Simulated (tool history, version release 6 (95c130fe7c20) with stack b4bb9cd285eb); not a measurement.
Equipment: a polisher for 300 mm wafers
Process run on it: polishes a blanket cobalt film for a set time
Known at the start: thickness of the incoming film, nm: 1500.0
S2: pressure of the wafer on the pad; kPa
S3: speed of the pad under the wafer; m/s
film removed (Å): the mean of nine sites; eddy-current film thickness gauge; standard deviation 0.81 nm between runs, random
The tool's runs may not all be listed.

Run 1, day 0: flow of slurry (ml/min) 305, S2 8.3 kPa, S3 1.24 m/s, polishing time (s) 52. Result: film removed (Å) 1781.5.
Run 2, day 0.271: flow of slurry (ml/min) 305, S2 8.3 kPa, S3 1.04 m/s, polishing time (s) 52. Result: film removed (Å) 1513.2.
Run 3, day 0.388: flow of slurry (ml/min) 305, S2 7.6 kPa, S3 1.04 m/s, polishing time (s) 52. Result: film removed (Å) 1371.3.
Run 4, day 0.433: flow of slurry (ml/min) 305, S2 6.2 kPa, S3 1.04 m/s, polishing time (s) 52. Result: film removed (Å) 1160.1.
Run 5, day 0.592: flow of slurry (ml/min) 305, S2 5.5 kPa, S3 1.04 m/s, polishing time (s) 52. Result: film removed (Å) 1045.5.
Run 6, day 0.933: flow of slurry (ml/min) 305, S2 5.5 kPa, S3 1.2 m/s, polishing time (s) 52. Result: film removed (Å) 1192.6.

What does the tool deliver on the next run?
Run 7, day 1.158: flow of slurry (ml/min) 305, S2 4.8 kPa, S3 1.16 m/s, polishing time (s) 52. Result: film removed (Å) ?.

Logged for run 7: film removed (Å) 1016.3.
